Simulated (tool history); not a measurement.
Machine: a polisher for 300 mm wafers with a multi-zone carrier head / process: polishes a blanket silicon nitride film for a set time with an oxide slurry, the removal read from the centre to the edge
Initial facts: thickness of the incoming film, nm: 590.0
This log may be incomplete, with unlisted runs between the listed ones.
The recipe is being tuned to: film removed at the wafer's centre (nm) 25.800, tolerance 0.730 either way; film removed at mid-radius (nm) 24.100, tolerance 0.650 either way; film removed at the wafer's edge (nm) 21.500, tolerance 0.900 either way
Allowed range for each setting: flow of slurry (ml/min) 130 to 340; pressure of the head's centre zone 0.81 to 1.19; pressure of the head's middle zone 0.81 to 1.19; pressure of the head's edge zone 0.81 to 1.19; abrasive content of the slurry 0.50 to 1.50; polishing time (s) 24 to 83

| run | day | flow of slurry (ml/min) | pressure of the head's centre zone | pressure of the head's middle zone | pressure of the head's edge zone | abrasive content of the slurry | polishing time (s) | film removed at the wafer's centre (nm) | film removed at mid-radius (nm) | film removed at the wafer's edge (nm) |
|---|---|---|---|---|---|---|---|---|---|---|
| 1 | 0.000 | 220 | 1.00 | 1.00 | 1.00 | 1.00 | 53 | 45.714 | 46.957 | 47.098 |
| 2 | 0.108 | 225 | 1.02 | 1.00 | 0.96 | 0.90 | 48 | 40.705 | 40.008 | 39.963 |
| 3 | 0.358 | 225 | 1.08 | 1.00 | 0.96 | 0.90 | 48 | 43.113 | 40.074 | 39.605 |
| 4 | 0.404 | 225 | 1.08 | 1.00 | 0.96 | 1.00 | 48 | 43.995 | 42.032 | 41.944 |
| 5 | 0.546 | 175 | 1.08 | 1.00 | 0.96 | 1.00 | 48 | 43.309 | 40.890 | 40.403 |
| 6 | 0.921 | 130 | 1.08 | 1.00 | 0.96 | 1.00 | 48 | 40.705 | 38.771 | 38.986 |
| 7 | 1.279 | 140 | 1.09 | 1.01 | 0.93 | 0.90 | 45 | 37.191 | 35.502 | 34.798 |
| 8 | 1.312 | 150 | 1.10 | 1.02 | 0.91 | 0.80 | 42 | 33.584 | 31.999 | 30.962 |
| 9 | 1.442 | 155 | 1.11 | 1.03 | 0.89 | 0.75 | 40 | 30.708 | 29.456 | 27.604 |
| 10 | 1.783 | 160 | 1.12 | 1.03 | 0.88 | 0.70 | 40 | 30.401 | 28.185 | 26.803 |
| 11 | 2.138 | 175 | 1.13 | 1.11 | 0.81 | 0.50 | 34 | 21.448 | 21.233 | 17.830 |
| 12 | 2.346 | 180 | 1.14 | 1.11 | 0.84 | 0.50 | 34 | 21.874 | 21.510 | 18.048 |
| 13 | 2.654 | 180 | 1.15 | 1.11 | 0.87 | 0.50 | 34 | 22.442 | 21.404 | 18.622 |
| 14 | 2.846 | 240 | 1.19 | 1.19 | 0.97 | 0.55 | 34 | 25.456 | 25.120 | 21.535 |
| 15 | 3.100 | 240 | 1.19 | 1.18 | 0.97 | 0.55 | 34 | 25.355 | 25.109 | 21.510 |
| 16 | 3.454 | 240 | 1.19 | 1.09 | 0.92 | 0.60 | 34 | 26.816 | 24.580 | 22.071 |
| 17 | 3.708 | 235 | 1.19 | 1.09 | 0.92 | 0.60 | 34 | 27.178 | 24.297 | 21.733 |

Which single option among these 4 for the next run brings every result within its allowed miss of target? Just one does.
| A | 3.962 | 185 | 1.18 | 1.04 | 0.90 | 0.55 | 36 | ? | ? | ? |
| B | 3.962 | 260 | 1.18 | 1.11 | 0.81 | 0.65 | 31 | ? | ? | ? |
| C | 3.962 | 240 | 1.13 | 1.07 | 0.93 | 0.60 | 36 | ? | ? | ? |
| D | 3.962 | 270 | 1.16 | 1.08 | 0.91 | 0.60 | 33 | ? | ? | ? |

| move | film removed at the wafer's centre (nm) | film removed at mid-radius (nm) | film removed at the wafer's edge (nm) |
|---|---|---|---|
| A | 25.471 | 23.181 | 21.507 |
| B | 25.396 | 24.308 | 20.115 |
| C | 26.667 | 25.874 | 23.580 |
| D | 25.451 | 24.203 | 21.595 |
A: corrects the largest miss of the last run, while another result sits out of spec
B: corrects the largest miss of the last run, while another result sits out of spec
C: misses by more than the last run did
D: each result inside its tolerance
D is the move that brings every result within its allowed miss.
